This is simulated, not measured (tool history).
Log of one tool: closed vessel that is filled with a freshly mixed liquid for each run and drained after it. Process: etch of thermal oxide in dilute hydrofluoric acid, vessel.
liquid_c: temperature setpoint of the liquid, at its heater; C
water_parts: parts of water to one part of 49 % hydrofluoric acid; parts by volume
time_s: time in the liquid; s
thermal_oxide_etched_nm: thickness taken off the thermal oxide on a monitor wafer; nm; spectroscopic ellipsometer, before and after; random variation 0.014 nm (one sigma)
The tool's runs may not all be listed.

run    day  liquid_c  water_parts  time_s  thermal_oxide_etched_nm
  1  0.000      24.0          160      95                   2.6027
  2  0.192      21.5          160      95                   2.3939
  3  0.396      20.0          170      95                   2.0908
  4  0.771      20.0          170      60                   1.3047
  5  1.029      21.0          170      60                   1.3619
  6  1.271      21.0          170      60                   1.3660
  7  1.321      21.0          170      60                   1.3890

The next listed run, before its measurement:
  8  1.408      21.0          170      60                        ?

{"run 8": {"thermal_oxide_etched_nm": 1.355}}
